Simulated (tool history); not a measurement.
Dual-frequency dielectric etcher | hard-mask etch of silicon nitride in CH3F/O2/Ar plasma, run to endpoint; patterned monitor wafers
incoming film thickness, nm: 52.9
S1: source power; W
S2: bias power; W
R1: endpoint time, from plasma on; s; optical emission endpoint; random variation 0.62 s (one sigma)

| run | hour | S1 | S2 | R1 |
|---|---|---|---|---|
| 1 | 0.0 | 510 | 70 | 71.493 |
| 2 | 4.2 | 510 | 75 | 70.093 |
| 3 | 10.0 | 470 | 73 | 71.296 |
| 4 | 12.4 | 470 | 85 | 68.033 |
| 5 | 20.2 | 390 | 85 | 72.257 |
| 6 | 22.4 | 360 | 82 | 75.025 |

Run 7 comes next. What will it give?
| 7 | 30.6 | 340 | 80 | ? |

R1: 76.388 s
